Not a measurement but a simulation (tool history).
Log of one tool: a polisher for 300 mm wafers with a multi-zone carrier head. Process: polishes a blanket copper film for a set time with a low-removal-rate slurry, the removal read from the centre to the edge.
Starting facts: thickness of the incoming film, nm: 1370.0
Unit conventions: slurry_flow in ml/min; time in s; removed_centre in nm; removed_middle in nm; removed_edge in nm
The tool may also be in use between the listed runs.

run	day	slurry_flow	centre_zone	middle_zone	edge_zone	slurry_solids	time	removed_centre	removed_middle	removed_edge
1	0	305	1	1	1	1	80	378.85	396.28	390.68
2	0.221	305	1	1	1	1.1	80	388.5	406.79	401.01
3	0.275	305	1	1	1	1.1	87	419.26	435.49	437.02
4	0.5	305	1	1	1	1.1	107	516.93	525.77	546.6
5	0.783	310	1	1.03	1.03	1.15	107	518.73	561.04	541.35
6	0.804	310	1	1.03	1.03	1	107	507.38	545.25	536.49
7	1.083	310	0.98	1.03	1.05	1.1	108	515.89	548.32	552.13

The next listed run, before its measurement:
8	1.442	310	0.96	1.04	1.06	1.2	110	?	?	?

{"run 8": {"removed_centre": 522.25, "removed_middle": 592.92, "removed_edge": 574.26}}

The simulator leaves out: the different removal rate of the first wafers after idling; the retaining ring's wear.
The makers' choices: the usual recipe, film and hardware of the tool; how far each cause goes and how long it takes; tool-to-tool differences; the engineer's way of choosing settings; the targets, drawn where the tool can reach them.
